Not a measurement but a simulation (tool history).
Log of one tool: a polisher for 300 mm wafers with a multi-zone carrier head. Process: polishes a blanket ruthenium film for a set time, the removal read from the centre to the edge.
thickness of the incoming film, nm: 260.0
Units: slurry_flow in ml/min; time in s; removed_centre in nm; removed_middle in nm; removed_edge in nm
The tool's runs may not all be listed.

| run | hour | slurry_flow | centre_zone | middle_zone | edge_zone | time | removed_centre | removed_middle | removed_edge |
|---|---|---|---|---|---|---|---|---|---|
| 1 | 0.0 | 230 | 1.00 | 1.00 | 1.00 | 45 | 73.746 | 73.978 | 74.428 |
| 2 | 1.0 | 200 | 1.00 | 1.00 | 1.00 | 45 | 72.703 | 73.915 | 72.587 |
| 3 | 2.3 | 200 | 0.92 | 1.00 | 1.00 | 45 | 67.007 | 73.815 | 73.157 |
| 4 | 7.1 | 200 | 0.95 | 1.00 | 1.00 | 45 | 68.651 | 73.712 | 71.834 |
| 5 | 15.1 | 210 | 1.00 | 1.05 | 1.02 | 48 | 78.077 | 83.973 | 76.899 |
| 6 | 18.3 | 230 | 1.02 | 1.06 | 1.05 | 50 | 83.663 | 87.688 | 82.420 |

Run 7 comes next. What will it give?
| 7 | 24.2 | 245 | 1.04 | 1.08 | 1.07 | 51 | ? | ? | ? |

{"run 7": {"removed_centre": 86.767, "removed_middle": 90.549, "removed_edge": 84.686}}

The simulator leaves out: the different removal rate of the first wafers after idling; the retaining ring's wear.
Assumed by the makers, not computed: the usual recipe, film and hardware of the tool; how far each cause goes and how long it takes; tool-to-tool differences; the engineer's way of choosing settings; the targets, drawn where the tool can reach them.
